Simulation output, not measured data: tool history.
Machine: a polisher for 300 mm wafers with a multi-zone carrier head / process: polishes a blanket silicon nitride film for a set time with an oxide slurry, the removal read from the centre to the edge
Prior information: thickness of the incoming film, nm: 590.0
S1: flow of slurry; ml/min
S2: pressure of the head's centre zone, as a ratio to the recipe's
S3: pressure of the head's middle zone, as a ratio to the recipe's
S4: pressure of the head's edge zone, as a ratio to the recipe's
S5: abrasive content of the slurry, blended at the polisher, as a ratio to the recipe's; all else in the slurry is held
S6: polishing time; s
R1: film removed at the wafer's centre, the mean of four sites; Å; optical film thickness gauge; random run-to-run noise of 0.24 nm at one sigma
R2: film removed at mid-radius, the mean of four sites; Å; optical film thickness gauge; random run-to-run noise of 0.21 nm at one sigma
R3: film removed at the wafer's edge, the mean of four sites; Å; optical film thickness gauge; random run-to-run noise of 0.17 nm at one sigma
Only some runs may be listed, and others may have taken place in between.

run	hour	S1	S2	S3	S4	S5	S6	R1	R2	R3
1	0.0	255	1.00	1.00	1.00	1.00	31	248.37	252.14	245.10
2	2.4	255	1.00	1.00	1.00	0.80	31	230.67	227.45	228.34
3	9.8	255	1.05	1.00	1.00	0.80	31	238.62	229.77	225.27
4	18.0	255	1.05	1.00	1.00	0.60	31	214.36	207.01	202.34
5	20.4	220	1.05	1.00	1.00	0.60	31	210.04	198.57	204.36
6	21.0	220	1.05	1.00	1.06	0.60	31	211.95	203.21	206.80
7	26.1	215	1.03	0.98	1.08	0.65	31	212.90	207.06	217.04
8	28.5	220	1.03	0.96	1.10	0.70	31	222.77	208.03	225.99
9	32.8	220	1.03	0.96	1.10	0.70	31	218.27	204.41	224.44
10	40.5	230	1.02	0.95	1.12	0.75	31	226.14	212.82	234.62

Run 11 is up next; what results do you expect?
11	45.8	235	1.01	0.94	1.13	0.75	31	?	?	?

{"run 11": {"R1": 226.8, "R2": 208.57, "R3": 236.78}}
